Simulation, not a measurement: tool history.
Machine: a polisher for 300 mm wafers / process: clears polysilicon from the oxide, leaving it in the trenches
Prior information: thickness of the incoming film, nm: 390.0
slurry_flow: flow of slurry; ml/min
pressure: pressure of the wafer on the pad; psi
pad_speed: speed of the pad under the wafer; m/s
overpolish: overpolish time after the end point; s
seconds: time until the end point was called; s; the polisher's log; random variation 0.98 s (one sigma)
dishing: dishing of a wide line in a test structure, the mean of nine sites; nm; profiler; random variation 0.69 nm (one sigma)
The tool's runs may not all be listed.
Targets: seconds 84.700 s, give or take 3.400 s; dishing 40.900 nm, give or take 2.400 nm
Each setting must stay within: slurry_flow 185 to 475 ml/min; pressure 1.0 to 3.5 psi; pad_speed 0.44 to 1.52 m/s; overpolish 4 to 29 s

| run | hour | slurry_flow | pressure | pad_speed | overpolish | seconds | dishing |
|---|---|---|---|---|---|---|---|
| 1 | 0.0 | 305 | 2.2 | 0.98 | 15 | 43.528 | 44.596 |
| 2 | 9.0 | 305 | 2.0 | 0.96 | 15 | 47.057 | 42.398 |
| 3 | 11.9 | 300 | 1.8 | 0.90 | 18 | 54.588 | 42.370 |
| 4 | 19.8 | 260 | 1.8 | 0.90 | 18 | 54.982 | 44.396 |
| 5 | 23.8 | 260 | 1.8 | 0.90 | 14 | 54.741 | 41.522 |
| 6 | 28.3 | 260 | 1.8 | 0.90 | 18 | 54.649 | 41.990 |
| 7 | 30.5 | 270 | 1.7 | 0.86 | 20 | 60.749 | 42.603 |
| 8 | 34.5 | 265 | 1.6 | 0.84 | 21 | 65.158 | 42.753 |
| 9 | 43.0 | 265 | 1.0 | 0.82 | 19 | 90.526 | 37.909 |
| 10 | 48.3 | 265 | 1.0 | 0.82 | 19 | 90.753 | 39.283 |
| 11 | 54.2 | 265 | 1.2 | 0.82 | 23 | 81.276 | 41.551 |

Of the 4 settings listed for the next run, only one would bring every result within its allowed miss of target. Which one?
| A | 60.1 | 260 | 1.0 | 0.96 | 17 | ? | ? |
| B | 60.1 | 265 | 1.1 | 0.84 | 22 | ? | ? |
| C | 60.1 | 285 | 1.8 | 0.62 | 20 | ? | ? |
| D | 60.1 | 200 | 1.0 | 0.84 | 21 | ? | ? |

| move | seconds | dishing |
|---|---|---|
| A | 76.913 | 39.213 |
| B | 82.001 | 41.238 |
| C | 76.297 | 41.022 |
| D | 90.599 | 39.756 |
A: the biggest miss grows against the last run
B: in spec on every target
C: the biggest miss grows against the last run
D: pushes the last run's worst result past its target
B is the move that brings every result within its allowed miss.
